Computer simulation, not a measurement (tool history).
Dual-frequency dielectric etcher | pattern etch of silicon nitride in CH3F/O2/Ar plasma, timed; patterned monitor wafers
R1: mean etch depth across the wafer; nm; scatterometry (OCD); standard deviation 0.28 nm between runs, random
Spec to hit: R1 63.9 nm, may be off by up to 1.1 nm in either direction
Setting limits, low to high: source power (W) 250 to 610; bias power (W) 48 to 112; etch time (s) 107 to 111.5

{"run": 1, "hour": 0.0, "source power (W)": 430, "bias power (W)": 80, "etch time (s)": 107, "R1": 79.432}
{"run": 2, "hour": 0.9, "source power (W)": 400, "bias power (W)": 80, "etch time (s)": 107, "R1": 77.227}
{"run": 3, "hour": 2.8, "source power (W)": 400, "bias power (W)": 80, "etch time (s)": 111.5, "R1": 81.108}
{"run": 4, "hour": 6.3, "source power (W)": 380, "bias power (W)": 77, "etch time (s)": 111.5, "R1": 78.194}
{"run": 5, "hour": 13.8, "source power (W)": 380, "bias power (W)": 89, "etch time (s)": 111.5, "R1": 83.23}
{"run": 6, "hour": 19.2, "source power (W)": 380, "bias power (W)": 97, "etch time (s)": 111.5, "R1": 87.215}
{"run": 7, "hour": 26.3, "source power (W)": 370, "bias power (W)": 93, "etch time (s)": 111.5, "R1": 84.415}
{"run": 8, "hour": 27.2, "source power (W)": 280, "bias power (W)": 77, "etch time (s)": 109.5, "R1": 68.835}
{"run": 9, "hour": 34.9, "source power (W)": 250, "bias power (W)": 67, "etch time (s)": 109, "R1": 61.35}
{"hour": 36.7, "done": "source power generator calibrated"}
{"run": 10, "hour": 36.7, "source power (W)": 270, "bias power (W)": 67, "etch time (s)": 109, "R1": 63.101}

4 next moves are on the table. One of them brings every result within its allowed miss. Which?
{"run": "A", "hour": 38.5, "source power (W)": 250, "bias power (W)": 67, "etch time (s)": 110.5, "R1": "?"}
{"run": "B", "hour": 38.5, "source power (W)": 300, "bias power (W)": 70, "etch time (s)": 108.5, "R1": "?"}
{"run": "C", "hour": 38.5, "source power (W)": 280, "bias power (W)": 71, "etch time (s)": 107, "R1": "?"}
{"run": "D", "hour": 38.5, "source power (W)": 250, "bias power (W)": 67, "etch time (s)": 107, "R1": "?"}

move=A R1=61.494
move=B R1=65.729
move=C R1=63.808
move=D R1=59.546
A: further off than the last run
B: takes the biggest miss from the last run beyond its target
C: every result lands within tolerance
D: further off than the last run
Correct choice: C, which meets every target

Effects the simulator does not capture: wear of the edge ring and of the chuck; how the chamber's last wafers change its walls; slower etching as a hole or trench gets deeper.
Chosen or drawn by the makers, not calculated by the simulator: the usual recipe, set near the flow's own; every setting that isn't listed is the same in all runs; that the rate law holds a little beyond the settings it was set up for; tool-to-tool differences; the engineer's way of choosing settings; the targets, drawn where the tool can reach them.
